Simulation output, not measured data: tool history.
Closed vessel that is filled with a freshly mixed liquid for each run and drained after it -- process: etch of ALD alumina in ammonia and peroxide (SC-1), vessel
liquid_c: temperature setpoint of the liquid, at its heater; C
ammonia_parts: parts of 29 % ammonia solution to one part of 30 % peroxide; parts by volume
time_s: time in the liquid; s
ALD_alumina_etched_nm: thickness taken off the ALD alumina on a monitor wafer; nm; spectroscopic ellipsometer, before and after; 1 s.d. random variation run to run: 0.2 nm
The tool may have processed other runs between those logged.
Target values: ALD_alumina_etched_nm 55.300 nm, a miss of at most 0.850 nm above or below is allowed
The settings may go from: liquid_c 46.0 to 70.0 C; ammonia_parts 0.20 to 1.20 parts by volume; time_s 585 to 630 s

{"run": 1, "hour": 0.0, "liquid_c": 62.0, "ammonia_parts": 0.85, "time_s": 585, "ALD_alumina_etched_nm": 66.825}
{"run": 2, "hour": 2.4, "liquid_c": 62.0, "ammonia_parts": 1.05, "time_s": 585, "ALD_alumina_etched_nm": 67.915}
{"run": 3, "hour": 3.8, "liquid_c": 61.0, "ammonia_parts": 1.05, "time_s": 585, "ALD_alumina_etched_nm": 65.103}
{"run": 4, "hour": 10.0, "liquid_c": 61.0, "ammonia_parts": 1.05, "time_s": 630, "ALD_alumina_etched_nm": 69.683}
{"run": 5, "hour": 11.8, "liquid_c": 61.0, "ammonia_parts": 1.05, "time_s": 585, "ALD_alumina_etched_nm": 64.983}
{"run": 6, "hour": 18.7, "liquid_c": 61.0, "ammonia_parts": 0.8, "time_s": 585, "ALD_alumina_etched_nm": 63.343}
{"run": 7, "hour": 27.5, "liquid_c": 60.5, "ammonia_parts": 0.8, "time_s": 585, "ALD_alumina_etched_nm": 61.574}
{"run": 8, "hour": 34.4, "liquid_c": 60.0, "ammonia_parts": 0.8, "time_s": 585, "ALD_alumina_etched_nm": 60.255}
{"run": 9, "hour": 38.3, "liquid_c": 59.5, "ammonia_parts": 0.8, "time_s": 585, "ALD_alumina_etched_nm": 58.461}
{"run": 10, "hour": 40.6, "liquid_c": 59.5, "ammonia_parts": 0.8, "time_s": 585, "ALD_alumina_etched_nm": 58.177}
{"run": 11, "hour": 43.2, "liquid_c": 59.0, "ammonia_parts": 0.8, "time_s": 585, "ALD_alumina_etched_nm": 56.995}
{"run": 12, "hour": 43.8, "liquid_c": 59.0, "ammonia_parts": 0.8, "time_s": 585, "ALD_alumina_etched_nm": 56.462}

Next run, 5 choices. One meets every target within its allowed miss, the rest don't. Which?
{"run": "A", "hour": 44.4, "liquid_c": 60.0, "ammonia_parts": 0.55, "time_s": 585, "ALD_alumina_etched_nm": "?"}
{"run": "B", "hour": 44.4, "liquid_c": 58.0, "ammonia_parts": 1.0, "time_s": 610, "ALD_alumina_etched_nm": "?"}
{"run": "C", "hour": 44.4, "liquid_c": 59.5, "ammonia_parts": 0.6, "time_s": 585, "ALD_alumina_etched_nm": "?"}
{"run": "D", "hour": 44.4, "liquid_c": 57.0, "ammonia_parts": 0.8, "time_s": 630, "ALD_alumina_etched_nm": "?"}
{"run": "E", "hour": 44.4, "liquid_c": 59.5, "ammonia_parts": 0.75, "time_s": 585, "ALD_alumina_etched_nm": "?"}

move=A ALD_alumina_etched_nm=58.059
move=B ALD_alumina_etched_nm=57.772
move=C ALD_alumina_etched_nm=57.053
move=D ALD_alumina_etched_nm=55.447
move=E ALD_alumina_etched_nm=58.269
A: its largest miss is bigger than the last run's
B: its largest miss is bigger than the last run's
C: its largest miss is bigger than the last run's
D: all results in spec
E: its largest miss is bigger than the last run's
Go with D: it meets all targets.
